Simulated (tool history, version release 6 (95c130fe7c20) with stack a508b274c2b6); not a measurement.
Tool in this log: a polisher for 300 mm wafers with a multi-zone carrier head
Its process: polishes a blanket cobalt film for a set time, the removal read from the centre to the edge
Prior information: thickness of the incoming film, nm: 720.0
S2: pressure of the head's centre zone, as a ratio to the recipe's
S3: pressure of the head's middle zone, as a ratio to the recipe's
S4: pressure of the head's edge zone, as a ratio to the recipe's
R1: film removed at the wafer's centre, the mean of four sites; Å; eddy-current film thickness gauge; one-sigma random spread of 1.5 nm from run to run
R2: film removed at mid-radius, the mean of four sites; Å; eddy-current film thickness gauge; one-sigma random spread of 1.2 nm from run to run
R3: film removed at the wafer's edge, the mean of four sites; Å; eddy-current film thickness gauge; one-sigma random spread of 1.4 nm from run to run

{"run": 1, "hour": 0.0, "flow of slurry (ml/min)": 175, "S2": 1.0, "S3": 1.0, "S4": 1.0, "polishing time (s)": 43, "R1": 2999.9, "R2": 3122.6, "R3": 2975.2}
{"run": 2, "hour": 7.6, "flow of slurry (ml/min)": 175, "S2": 1.0, "S3": 1.0, "S4": 1.03, "polishing time (s)": 43, "R1": 2980.7, "R2": 3075.0, "R3": 2966.1}
{"run": 3, "hour": 15.1, "flow of slurry (ml/min)": 165, "S2": 1.05, "S3": 0.97, "S4": 0.98, "polishing time (s)": 35, "R1": 2539.9, "R2": 2466.0, "R3": 2385.0}
{"run": 4, "hour": 23.8, "flow of slurry (ml/min)": 165, "S2": 1.05, "S3": 0.97, "S4": 0.94, "polishing time (s)": 35, "R1": 2550.1, "R2": 2435.9, "R3": 2311.0}
{"run": 5, "hour": 29.0, "flow of slurry (ml/min)": 165, "S2": 1.05, "S3": 0.97, "S4": 0.94, "polishing time (s)": 41, "R1": 2952.3, "R2": 2907.5, "R3": 2710.2}
{"run": 6, "hour": 34.2, "flow of slurry (ml/min)": 170, "S2": 1.07, "S3": 0.93, "S4": 0.91, "polishing time (s)": 35, "R1": 2558.4, "R2": 2418.3, "R3": 2270.5}

For run 7, what comes out?
{"run": 7, "hour": 42.5, "flow of slurry (ml/min)": 170, "S2": 1.07, "S3": 0.93, "S4": 0.91, "polishing time (s)": 35, "R1": "?", "R2": "?", "R3": "?"}

R1: 2593.1 Å
R2: 2434.4 Å
R3: 2314.1 Å
